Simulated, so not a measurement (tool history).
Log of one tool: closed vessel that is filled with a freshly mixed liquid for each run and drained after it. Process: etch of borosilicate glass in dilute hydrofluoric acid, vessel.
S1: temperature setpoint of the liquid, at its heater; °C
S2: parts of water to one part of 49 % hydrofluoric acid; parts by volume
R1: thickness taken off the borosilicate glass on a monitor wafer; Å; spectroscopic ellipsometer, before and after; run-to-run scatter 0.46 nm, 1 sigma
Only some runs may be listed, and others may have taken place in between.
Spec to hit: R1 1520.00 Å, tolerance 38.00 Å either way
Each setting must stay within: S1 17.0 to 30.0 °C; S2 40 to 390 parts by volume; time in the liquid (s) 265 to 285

run 1 hour=0.0 | S1=22.0 S2=215 time_in_the_liquid_(s)=265 | R1=456.01
run 2 hour=5.6 | S1=22.0 S2=280 time_in_the_liquid_(s)=265 | R1=324.72
run 3 hour=10.7 | S1=20.5 S2=280 time_in_the_liquid_(s)=265 | R1=309.20
run 4 hour=12.6 | S1=20.5 S2=315 time_in_the_liquid_(s)=265 | R1=264.16
run 5 hour=14.1 | S1=20.5 S2=315 time_in_the_liquid_(s)=285 | R1=285.50
run 6 hour=15.7 | S1=19.0 S2=315 time_in_the_liquid_(s)=285 | R1=270.42
run 7 hour=23.9 | S1=20.5 S2=280 time_in_the_liquid_(s)=285 | R1=331.56
run 8 hour=28.6 | S1=22.0 S2=245 time_in_the_liquid_(s)=285 | R1=412.28
-- hour=30.5 hydrofluoric acid flow meter replaced
run 9 hour=30.5 | S1=23.0 S2=215 time_in_the_liquid_(s)=285 | R1=580.78
run 10 hour=35.8 | S1=24.0 S2=200 time_in_the_liquid_(s)=285 | R1=657.54
run 11 hour=37.7 | S1=25.0 S2=190 time_in_the_liquid_(s)=285 | R1=723.70
run 12 hour=40.9 | S1=25.5 S2=180 time_in_the_liquid_(s)=285 | R1=786.82

Which single option among these 5 for the next run brings every result within its allowed miss of target? Just one does.
run A hour=44.1 | S1=25.5 S2=140 time_in_the_liquid_(s)=285 | R1=?
run B hour=44.1 | S1=25.0 S2=85 time_in_the_liquid_(s)=285 | R1=?
run C hour=44.1 | S1=25.0 S2=130 time_in_the_liquid_(s)=285 | R1=?
run D hour=44.1 | S1=29.5 S2=130 time_in_the_liquid_(s)=285 | R1=?
run E hour=44.1 | S1=28.5 S2=110 time_in_the_liquid_(s)=275 | R1=?

move=A R1=1060.60
move=B R1=1834.40
move=C R1=1134.10
move=D R1=1343.00
move=E R1=1515.50
A: nearer the targets than the last run, but a result is still out of spec
B: takes the biggest miss from the last run beyond its target
C: nearer the targets than the last run, but a result is still out of spec
D: nearer the targets than the last run, but a result is still out of spec
E: in spec on every target
Correct choice: E, which meets every target

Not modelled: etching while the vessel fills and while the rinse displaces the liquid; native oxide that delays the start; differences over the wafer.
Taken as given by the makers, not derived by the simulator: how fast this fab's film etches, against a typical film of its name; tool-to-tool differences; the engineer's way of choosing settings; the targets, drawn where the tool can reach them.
